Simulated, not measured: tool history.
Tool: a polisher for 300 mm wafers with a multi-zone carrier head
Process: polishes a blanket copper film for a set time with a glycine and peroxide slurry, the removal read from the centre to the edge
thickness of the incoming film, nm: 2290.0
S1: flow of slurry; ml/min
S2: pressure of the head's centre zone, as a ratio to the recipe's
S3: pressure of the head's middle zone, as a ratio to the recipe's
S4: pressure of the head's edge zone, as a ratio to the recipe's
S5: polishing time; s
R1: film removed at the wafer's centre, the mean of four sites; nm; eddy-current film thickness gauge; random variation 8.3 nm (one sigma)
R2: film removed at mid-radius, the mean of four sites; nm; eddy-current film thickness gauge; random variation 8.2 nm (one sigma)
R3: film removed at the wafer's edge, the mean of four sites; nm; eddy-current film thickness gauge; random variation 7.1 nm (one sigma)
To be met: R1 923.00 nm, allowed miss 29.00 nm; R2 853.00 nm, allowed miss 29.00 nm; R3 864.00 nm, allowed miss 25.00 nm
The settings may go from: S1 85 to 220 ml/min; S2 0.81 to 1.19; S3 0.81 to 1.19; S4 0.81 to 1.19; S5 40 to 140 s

run 1 hour=0.0 | S1=140 S2=1.00 S3=1.00 S4=1.00 S5=90 | R1=663.68 R2=674.45 R3=671.41
run 2 hour=1.8 | S1=140 S2=1.05 S3=1.00 S4=1.00 S5=90 | R1=703.56 R2=654.29 R3=673.23
run 3 hour=8.1 | S1=160 S2=1.07 S3=1.04 S4=1.05 S5=94 | R1=764.35 R2=730.01 R3=730.48
run 4 hour=9.3 | S1=160 S2=1.07 S3=0.97 S4=1.05 S5=94 | R1=751.68 R2=685.82 R3=728.14
-- hour=11.4 worn pad replaced by a new one
run 5 hour=11.4 | S1=170 S2=1.09 S3=1.00 S4=1.08 S5=97 | R1=851.18 R2=781.28 R3=811.49
run 6 hour=16.2 | S1=145 S2=1.09 S3=1.00 S4=1.08 S5=97 | R1=834.09 R2=765.08 R3=785.21
run 7 hour=18.0 | S1=145 S2=1.10 S3=1.01 S4=1.12 S5=97 | R1=823.47 R2=775.36 R3=807.89
run 8 hour=24.7 | S1=155 S2=1.12 S3=1.03 S4=1.13 S5=97 | R1=873.50 R2=784.83 R3=817.03

Which of these 5 next moves meets every target?
run A hour=31.4 | S1=160 S2=1.12 S3=0.86 S4=1.19 S5=98 | R1=? R2=? R3=?
run B hour=31.4 | S1=145 S2=1.14 S3=1.02 S4=1.14 S5=94 | R1=? R2=? R3=?
run C hour=31.4 | S1=175 S2=1.12 S3=1.07 S4=1.16 S5=106 | R1=? R2=? R3=?
run D hour=31.4 | S1=95 S2=1.19 S3=1.10 S4=1.13 S5=112 | R1=? R2=? R3=?
run E hour=31.4 | S1=175 S2=1.17 S3=0.99 S4=1.16 S5=93 | R1=? R2=? R3=?

move=A R1=893.19 R2=686.98 R3=860.78
move=B R1=852.75 R2=745.23 R3=795.94
move=C R1=985.05 R2=906.88 R3=927.87
move=D R1=930.56 R2=846.67 R3=873.41
move=E R1=898.78 R2=744.74 R3=814.94
A: further off than the last run
B: further off than the last run
C: takes the result that was furthest off past its target
D: meets every target
E: further off than the last run
Move D is the one to make.

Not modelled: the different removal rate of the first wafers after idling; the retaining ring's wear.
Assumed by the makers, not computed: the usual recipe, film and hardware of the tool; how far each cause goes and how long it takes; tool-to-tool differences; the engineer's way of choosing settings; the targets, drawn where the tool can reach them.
